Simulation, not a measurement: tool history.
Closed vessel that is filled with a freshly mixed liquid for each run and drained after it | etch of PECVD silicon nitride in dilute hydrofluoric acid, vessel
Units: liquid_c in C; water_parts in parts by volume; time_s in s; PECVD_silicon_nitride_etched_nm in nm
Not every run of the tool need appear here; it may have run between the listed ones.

| run | day | liquid_c | water_parts | time_s | PECVD_silicon_nitride_etched_nm |
|---|---|---|---|---|---|
| 1 | 0.000 | 24.0 | 55 | 105 | 11.606 |
| 2 | 0.208 | 27.5 | 55 | 105 | 14.472 |
| 3 | 0.312 | 27.5 | 40 | 105 | 19.919 |
| 4 | 0.538 | 25.5 | 45 | 105 | 15.497 |
| 5 | 0.721 | 25.5 | 35 | 105 | 19.988 |
| 6 | 1.029 | 25.5 | 55 | 105 | 12.721 |
| 7 | 1.233 | 24.0 | 55 | 105 | 11.530 |

Run 8, settings as shown, results not yet in. Your forecast:
| 8 | 1.458 | 23.0 | 55 | 105 | ? |

Run 8 came out at PECVD_silicon_nitride_etched_nm 10.702 nm.

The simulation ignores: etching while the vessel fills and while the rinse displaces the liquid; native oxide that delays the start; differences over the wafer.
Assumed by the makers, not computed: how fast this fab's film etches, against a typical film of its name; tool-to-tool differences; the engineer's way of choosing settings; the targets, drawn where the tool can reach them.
